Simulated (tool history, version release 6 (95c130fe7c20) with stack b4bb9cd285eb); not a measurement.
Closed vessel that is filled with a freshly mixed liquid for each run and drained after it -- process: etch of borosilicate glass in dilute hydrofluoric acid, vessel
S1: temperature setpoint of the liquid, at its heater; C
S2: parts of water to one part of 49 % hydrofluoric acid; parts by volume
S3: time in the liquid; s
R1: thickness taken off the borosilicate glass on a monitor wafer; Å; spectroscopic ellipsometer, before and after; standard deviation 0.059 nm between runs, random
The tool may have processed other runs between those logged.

run  hour    S1   S2   S3      R1
  1     0    22  250  180  189.08
  2   7.3    22  250  180  187.36
  3   9.9  21.5  260  180  175.66
  4  14.1    21  265  180  168.17
  5  20.2    21  180  180  268.66
  6  25.8    21  180  180  269.48
  7  32.6  20.5  195  180  237.89
  8    40    17  295  180  126.88
     48.7  -- thermometer replaced
  9  48.7    17  300  180  134.45
 10  56.9    17  305  180  131.03
 11  64.1    17  310  180  129.04

What will run 12 give?
 12  69.5  17  315  180   ?

{"run 12": {"R1": 126.63}}

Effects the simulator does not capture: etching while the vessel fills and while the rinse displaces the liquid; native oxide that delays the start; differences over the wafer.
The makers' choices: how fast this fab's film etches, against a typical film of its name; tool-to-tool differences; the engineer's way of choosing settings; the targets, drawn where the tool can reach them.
